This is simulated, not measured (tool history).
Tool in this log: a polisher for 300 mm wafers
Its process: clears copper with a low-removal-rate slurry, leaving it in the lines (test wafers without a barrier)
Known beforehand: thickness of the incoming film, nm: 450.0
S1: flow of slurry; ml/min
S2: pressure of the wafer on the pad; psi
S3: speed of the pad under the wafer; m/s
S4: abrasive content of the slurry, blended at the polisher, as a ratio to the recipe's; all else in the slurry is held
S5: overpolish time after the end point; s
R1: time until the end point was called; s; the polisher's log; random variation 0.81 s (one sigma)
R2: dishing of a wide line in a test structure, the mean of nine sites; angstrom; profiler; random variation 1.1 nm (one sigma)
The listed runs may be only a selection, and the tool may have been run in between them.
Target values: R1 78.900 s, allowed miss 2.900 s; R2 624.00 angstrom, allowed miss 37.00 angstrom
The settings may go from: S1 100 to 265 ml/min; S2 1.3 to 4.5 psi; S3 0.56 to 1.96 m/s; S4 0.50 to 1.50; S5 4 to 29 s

run 1 day=0.000 | S1=170 S2=2.9 S3=1.26 S4=1.00 S5=15 | R1=128.890 R2=388.10
run 2 day=0.275 | S1=175 S2=3.3 S3=1.26 S4=1.00 S5=15 | R1=115.810 R2=429.20
run 3 day=0.321 | S1=175 S2=3.7 S3=1.28 S4=1.00 S5=15 | R1=101.100 R2=482.75
run 4 day=0.462 | S1=175 S2=3.7 S3=1.28 S4=1.10 S5=15 | R1=97.176 R2=506.15
run 5 day=0.508 | S1=175 S2=3.7 S3=1.28 S4=1.10 S5=19 | R1=97.777 R2=603.19
run 6 day=0.654 | S1=180 S2=3.9 S3=1.28 S4=1.10 S5=18 | R1=93.763 R2=623.67
run 7 day=0.992 | S1=180 S2=4.1 S3=1.28 S4=1.10 S5=17 | R1=86.226 R2=592.74
run 8 day=1.171 | S1=180 S2=4.2 S3=1.28 S4=1.10 S5=17 | R1=84.698 R2=632.48
run 9 day=1.329 | S1=180 S2=4.3 S3=1.28 S4=1.10 S5=17 | R1=82.907 R2=635.46

Exercise: of the 5 proposed moves below, exactly one satisfies all targets within the stated allowed misses. Which move is it?
run A day=1.488 | S1=200 S2=4.3 S3=1.18 S4=1.15 S5=19 | R1=? R2=?
run B day=1.488 | S1=190 S2=3.6 S3=1.38 S4=1.30 S5=19 | R1=? R2=?
run C day=1.488 | S1=195 S2=4.2 S3=1.22 S4=1.10 S5=17 | R1=? R2=?
run D day=1.488 | S1=195 S2=4.4 S3=1.18 S4=0.95 S5=22 | R1=? R2=?
run E day=1.488 | S1=160 S2=4.5 S3=1.30 S4=1.10 S5=16 | R1=? R2=?

move=A R1=88.538 R2=678.20
move=B R1=88.009 R2=674.24
move=C R1=89.088 R2=616.58
move=D R1=91.645 R2=741.12
move=E R1=80.300 R2=640.71
A: its largest miss is bigger than the last run's
B: its largest miss is bigger than the last run's
C: its largest miss is bigger than the last run's
D: its largest miss is bigger than the last run's
E: meets every target
Answer: E
